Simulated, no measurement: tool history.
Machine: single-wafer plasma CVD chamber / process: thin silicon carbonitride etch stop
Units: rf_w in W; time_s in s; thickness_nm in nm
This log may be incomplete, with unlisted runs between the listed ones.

run	hour	rf_w	time_s	thickness_nm
1	0.0	185	26.6	15.234
2	0.9	175	25.5	14.235
3	5.1	170	24.8	13.697
4	10.6	165	24.3	13.372
5	19.4	165	26.3	14.446
6	27.7	165	29.9	16.275
7	36.3	160	28.4	15.254
8	40.2	130	24.1	11.944
9	41.7	130	24.0	11.906

Predict the results of run 10:
10	48.7	130	23.9	?

Logged for run 10: thickness_nm 11.902 nm.

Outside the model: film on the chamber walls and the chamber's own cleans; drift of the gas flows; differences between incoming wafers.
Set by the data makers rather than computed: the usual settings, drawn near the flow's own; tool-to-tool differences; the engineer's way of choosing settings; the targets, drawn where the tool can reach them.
